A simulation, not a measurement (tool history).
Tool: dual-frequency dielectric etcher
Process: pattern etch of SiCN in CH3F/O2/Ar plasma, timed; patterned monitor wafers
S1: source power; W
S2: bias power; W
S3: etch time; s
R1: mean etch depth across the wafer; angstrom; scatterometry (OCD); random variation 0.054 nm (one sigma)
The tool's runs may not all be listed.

run    day   S1  S2    S3      R1
  1  0.000  430  83  31.5  121.44
  2  0.104  390  82  31.5  116.45
  3  0.467  350  82  31.5  110.75
  4  0.812  340  82  31.5  110.06
  5  1.162  330  82  31.5  108.47
  6  1.233  390  82  31.5  115.24

The next listed run, before its measurement:
  7  1.292  360  81  31.5   ?

{"run 7": {"R1": 112.0}}
